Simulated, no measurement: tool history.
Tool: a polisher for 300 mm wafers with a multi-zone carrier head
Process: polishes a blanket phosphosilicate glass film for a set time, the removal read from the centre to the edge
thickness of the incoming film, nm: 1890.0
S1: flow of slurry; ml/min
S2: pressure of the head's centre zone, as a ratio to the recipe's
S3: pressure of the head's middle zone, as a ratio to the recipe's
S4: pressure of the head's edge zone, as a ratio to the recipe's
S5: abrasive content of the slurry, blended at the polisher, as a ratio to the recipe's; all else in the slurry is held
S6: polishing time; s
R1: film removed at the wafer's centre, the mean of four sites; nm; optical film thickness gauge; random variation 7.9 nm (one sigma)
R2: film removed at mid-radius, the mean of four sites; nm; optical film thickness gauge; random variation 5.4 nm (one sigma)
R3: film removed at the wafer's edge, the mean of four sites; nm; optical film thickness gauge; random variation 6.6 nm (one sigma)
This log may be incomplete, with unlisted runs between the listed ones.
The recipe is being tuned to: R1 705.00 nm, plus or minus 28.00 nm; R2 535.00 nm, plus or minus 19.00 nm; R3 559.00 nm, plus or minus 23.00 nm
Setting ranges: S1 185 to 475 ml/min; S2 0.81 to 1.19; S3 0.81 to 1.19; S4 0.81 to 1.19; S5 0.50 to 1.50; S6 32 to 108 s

| run | hour | S1 | S2 | S3 | S4 | S5 | S6 | R1 | R2 | R3 |
|---|---|---|---|---|---|---|---|---|---|---|
| 1 | 0.0 | 305 | 1.00 | 1.00 | 1.00 | 1.00 | 70 | 424.09 | 407.51 | 405.74 |
| 2 | 1.0 | 305 | 1.00 | 1.00 | 0.92 | 1.00 | 70 | 419.67 | 410.13 | 395.36 |
| 3 | 8.2 | 305 | 1.00 | 1.07 | 0.92 | 1.00 | 70 | 411.89 | 435.43 | 394.70 |
| 4 | 16.1 | 305 | 1.03 | 1.06 | 0.94 | 1.05 | 71 | 452.07 | 450.09 | 416.77 |
| 5 | 19.5 | 305 | 1.09 | 1.06 | 0.94 | 1.05 | 71 | 461.63 | 449.29 | 421.72 |
| 6 | 25.9 | 305 | 1.09 | 1.01 | 0.94 | 1.05 | 71 | 469.97 | 439.04 | 411.80 |
| 7 | 31.1 | 310 | 1.10 | 0.99 | 0.96 | 1.10 | 71 | 482.37 | 431.47 | 423.27 |
| 8 | 32.0 | 315 | 1.11 | 0.98 | 0.96 | 1.15 | 72 | 507.63 | 454.90 | 451.48 |
| 9 | 35.7 | 340 | 1.19 | 0.88 | 0.86 | 1.40 | 79 | 655.76 | 504.95 | 525.19 |
| 10 | 44.5 | 345 | 1.19 | 0.88 | 0.86 | 1.40 | 79 | 660.55 | 497.64 | 525.13 |
|  | 50.8 | worn pad replaced by a new one |
| 11 | 50.8 | 350 | 1.19 | 0.88 | 0.86 | 1.40 | 79 | 725.71 | 543.83 | 558.80 |

Which single option among these 5 for the next run brings every result within its allowed miss of target? Just one does.
| A | 57.1 | 280 | 1.16 | 0.87 | 0.84 | 1.30 | 83 | ? | ? | ? |
| B | 57.1 | 405 | 1.14 | 0.96 | 0.88 | 1.45 | 75 | ? | ? | ? |
| C | 57.1 | 430 | 1.19 | 0.95 | 0.81 | 1.25 | 82 | ? | ? | ? |
| D | 57.1 | 315 | 1.15 | 0.83 | 0.82 | 1.40 | 85 | ? | ? | ? |
| E | 57.1 | 325 | 1.11 | 0.93 | 0.84 | 1.50 | 79 | ? | ? | ? |

| move | R1 | R2 | R3 |
|---|---|---|---|
| A | 711.59 | 538.17 | 567.83 |
| B | 686.63 | 570.29 | 562.26 |
| C | 738.37 | 582.02 | 557.46 |
| D | 755.51 | 554.59 | 599.83 |
| E | 699.51 | 582.77 | 579.94 |
A: meets every target
B: corrects the largest miss of the last run, while another result sits out of spec
C: misses by more than the last run did
D: misses by more than the last run did
E: corrects the largest miss of the last run, while another result sits out of spec
The right move is A.
